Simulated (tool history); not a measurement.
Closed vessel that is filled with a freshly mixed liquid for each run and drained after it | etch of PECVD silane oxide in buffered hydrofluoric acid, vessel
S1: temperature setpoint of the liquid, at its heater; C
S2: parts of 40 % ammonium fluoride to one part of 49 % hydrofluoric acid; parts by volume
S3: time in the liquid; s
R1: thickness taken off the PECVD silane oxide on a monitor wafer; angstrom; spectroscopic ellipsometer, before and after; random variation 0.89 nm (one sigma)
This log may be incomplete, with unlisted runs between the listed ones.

Run 1, hour 0: S1 25 C, S2 23.5 parts by volume, S3 105 s. Result: R1 2505 angstrom.
Run 2, hour 6.6: S1 25 C, S2 23.5 parts by volume, S3 105 s. Result: R1 2497.5 angstrom.
Run 3, hour 11.6: S1 26.5 C, S2 23.5 parts by volume, S3 105 s. Result: R1 2709.1 angstrom.
Run 4, hour 17.8: S1 25.5 C, S2 23.5 parts by volume, S3 105 s. Result: R1 2567.3 angstrom.
Run 5, hour 18.7: S1 24.5 C, S2 23.5 parts by volume, S3 105 s. Result: R1 2434.5 angstrom.
Run 6, hour 26.9: S1 28 C, S2 23.5 parts by volume, S3 105 s. Result: R1 2920.3 angstrom.

Estimate the outcome of run 7 from the log above:
Run 7, hour 28.6: S1 26 C, S2 23.5 parts by volume, S3 105 s. Result: R1 ?.

R1: 2645.9 angstrom

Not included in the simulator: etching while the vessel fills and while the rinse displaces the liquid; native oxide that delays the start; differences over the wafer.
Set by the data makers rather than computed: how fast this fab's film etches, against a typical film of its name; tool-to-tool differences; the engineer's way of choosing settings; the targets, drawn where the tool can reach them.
